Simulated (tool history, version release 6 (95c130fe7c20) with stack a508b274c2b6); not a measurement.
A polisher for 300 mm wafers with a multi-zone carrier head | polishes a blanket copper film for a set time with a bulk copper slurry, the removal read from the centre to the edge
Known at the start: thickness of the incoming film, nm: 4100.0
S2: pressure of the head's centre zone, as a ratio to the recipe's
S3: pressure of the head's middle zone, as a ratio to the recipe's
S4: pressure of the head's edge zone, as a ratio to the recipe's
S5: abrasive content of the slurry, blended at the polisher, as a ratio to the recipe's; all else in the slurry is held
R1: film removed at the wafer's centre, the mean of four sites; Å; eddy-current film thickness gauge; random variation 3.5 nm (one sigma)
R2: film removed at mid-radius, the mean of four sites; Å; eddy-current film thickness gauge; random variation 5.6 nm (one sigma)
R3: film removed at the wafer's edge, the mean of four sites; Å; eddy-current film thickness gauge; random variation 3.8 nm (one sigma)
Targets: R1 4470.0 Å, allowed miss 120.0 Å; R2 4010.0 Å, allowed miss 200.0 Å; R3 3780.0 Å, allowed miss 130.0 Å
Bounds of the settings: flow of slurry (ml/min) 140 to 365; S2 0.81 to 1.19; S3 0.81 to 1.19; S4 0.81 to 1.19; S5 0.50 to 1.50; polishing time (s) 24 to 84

run 1 hour=0.0 | flow_of_slurry_(ml/min)=235 S2=1.00 S3=1.00 S4=1.00 S5=1.00 polishing_time_(s)=54 | R1=3403.6 R2=3459.7 R3=3484.0
run 2 hour=8.5 | flow_of_slurry_(ml/min)=235 S2=1.00 S3=1.00 S4=1.00 S5=1.00 polishing_time_(s)=42 | R1=2617.3 R2=2700.2 R3=2681.8
run 3 hour=12.5 | flow_of_slurry_(ml/min)=235 S2=1.04 S3=1.00 S4=1.00 S5=1.00 polishing_time_(s)=42 | R1=2720.8 R2=2645.5 R3=2698.5
run 4 hour=20.6 | flow_of_slurry_(ml/min)=235 S2=1.04 S3=1.00 S4=1.07 S5=1.00 polishing_time_(s)=42 | R1=2755.7 R2=2723.8 R3=2787.4
run 5 hour=27.5 | flow_of_slurry_(ml/min)=235 S2=1.12 S3=1.00 S4=1.07 S5=1.00 polishing_time_(s)=42 | R1=2948.6 R2=2607.0 R3=2763.0
run 6 hour=28.2 | flow_of_slurry_(ml/min)=190 S2=1.12 S3=1.00 S4=1.07 S5=1.00 polishing_time_(s)=42 | R1=2845.8 R2=2605.8 R3=2714.7
run 7 hour=32.6 | flow_of_slurry_(ml/min)=225 S2=1.14 S3=1.05 S4=1.07 S5=1.15 polishing_time_(s)=45 | R1=3353.2 R2=3050.9 R3=3090.7
run 8 hour=34.5 | flow_of_slurry_(ml/min)=255 S2=1.16 S3=1.09 S4=1.07 S5=1.25 polishing_time_(s)=46 | R1=3616.5 R2=3443.5 R3=3304.8
run 9 hour=37.6 | flow_of_slurry_(ml/min)=275 S2=1.17 S3=1.08 S4=1.04 S5=1.35 polishing_time_(s)=47 | R1=3816.1 R2=3593.7 R3=3375.0
run 10 hour=45.9 | flow_of_slurry_(ml/min)=285 S2=1.18 S3=1.07 S4=1.03 S5=1.40 polishing_time_(s)=49 | R1=4119.4 R2=3701.1 R3=3571.4
run 11 hour=50.5 | flow_of_slurry_(ml/min)=295 S2=1.18 S3=1.07 S4=1.02 S5=1.45 polishing_time_(s)=49 | R1=4202.6 R2=3826.5 R3=3631.2
run 12 hour=51.9 | flow_of_slurry_(ml/min)=305 S2=1.18 S3=1.07 S4=1.02 S5=1.45 polishing_time_(s)=49 | R1=4165.2 R2=3739.8 R3=3603.1
run 13 hour=55.1 | flow_of_slurry_(ml/min)=305 S2=1.18 S3=1.07 S4=1.01 S5=1.45 polishing_time_(s)=50 | R1=4204.2 R2=3866.8 R3=3662.8

4 next moves are on the table. One of them brings every result within its allowed miss. Which?
run A hour=58.3 | flow_of_slurry_(ml/min)=310 S2=1.10 S3=1.09 S4=1.03 S5=1.40 polishing_time_(s)=50 | R1=? R2=? R3=?
run B hour=58.3 | flow_of_slurry_(ml/min)=355 S2=1.19 S3=1.09 S4=1.02 S5=1.20 polishing_time_(s)=54 | R1=? R2=? R3=?
run C hour=58.3 | flow_of_slurry_(ml/min)=295 S2=1.10 S3=0.99 S4=1.06 S5=1.40 polishing_time_(s)=53 | R1=? R2=? R3=?
run D hour=58.3 | flow_of_slurry_(ml/min)=290 S2=1.12 S3=1.19 S4=0.98 S5=1.50 polishing_time_(s)=47 | R1=? R2=? R3=?

move=A R1=3984.3 R2=3785.4 R3=3604.2
move=B R1=4513.9 R2=3955.3 R3=3739.1
move=C R1=4197.0 R2=3678.8 R3=3865.1
move=D R1=3863.6 R2=3887.4 R3=3351.4
A: further off than the last run
B: meets every target
C: as far off as the last run
D: further off than the last run
Answer: B
